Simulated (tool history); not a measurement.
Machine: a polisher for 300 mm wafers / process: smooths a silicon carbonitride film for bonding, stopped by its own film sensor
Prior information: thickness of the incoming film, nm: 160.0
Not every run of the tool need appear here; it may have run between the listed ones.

run	hour	flow of slurry (ml/min)	pressure of the wafer on the pad (psi)	speed of the pad under the wafer (cm/s)	abrasive content of the slurry	target thickness at which the film sensor stops the polish (Å)	time until the film sensor stopped the polish (s)
1	0	315	2.5	98	1	1430	50.462
2	8.8	315	2.6	98	1	1430	47.447
3	13.9	390	2.6	98	1	1430	47.27
4	14.8	390	2.7	98	1	1430	46.963
5	16.9	440	2.7	98	1	1430	45.271
6	24	440	2.7	90	1	1430	48.891

Estimate the outcome of run 7 from the log above:
7	32.8	440	2.8	90	1	1430	?

time until the film sensor stopped the polish (s): 46.041
